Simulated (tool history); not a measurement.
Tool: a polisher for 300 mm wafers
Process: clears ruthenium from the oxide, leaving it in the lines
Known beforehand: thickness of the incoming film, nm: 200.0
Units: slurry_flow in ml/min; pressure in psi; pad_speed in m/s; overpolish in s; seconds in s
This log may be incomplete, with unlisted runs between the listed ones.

Run 1, hour 0: slurry_flow 265 ml/min, pressure 2.5 psi, pad_speed 0.9 m/s, overpolish 11 s. Result: seconds 153.97 s.
Run 2, hour 8.8: slurry_flow 290 ml/min, pressure 2.5 psi, pad_speed 0.9 m/s, overpolish 11 s. Result: seconds 154.76 s.
Run 3, hour 11.1: slurry_flow 290 ml/min, pressure 2.8 psi, pad_speed 0.92 m/s, overpolish 11 s. Result: seconds 137.53 s.
Run 4, hour 17.4: slurry_flow 290 ml/min, pressure 2.8 psi, pad_speed 0.92 m/s, overpolish 11 s. Result: seconds 141.37 s.
Run 5, hour 19.1: slurry_flow 290 ml/min, pressure 2.8 psi, pad_speed 0.92 m/s, overpolish 8 s. Result: seconds 140.76 s.
Run 6, hour 23.8: slurry_flow 290 ml/min, pressure 2.4 psi, pad_speed 0.92 m/s, overpolish 8 s. Result: seconds 157.5 s.
Run 7, hour 26.4: slurry_flow 290 ml/min, pressure 2.7 psi, pad_speed 0.96 m/s, overpolish 8 s. Result: seconds 135.25 s.
Run 8, hour 30.3: slurry_flow 290 ml/min, pressure 2.9 psi, pad_speed 0.98 m/s, overpolish 8 s. Result: seconds 125.4 s.

Estimate the outcome of run 9 from the log above:
Run 9, hour 31.4: slurry_flow 290 ml/min, pressure 3.1 psi, pad_speed 1 m/s, overpolish 8 s. Result: seconds ?.

seconds: 117.78 s

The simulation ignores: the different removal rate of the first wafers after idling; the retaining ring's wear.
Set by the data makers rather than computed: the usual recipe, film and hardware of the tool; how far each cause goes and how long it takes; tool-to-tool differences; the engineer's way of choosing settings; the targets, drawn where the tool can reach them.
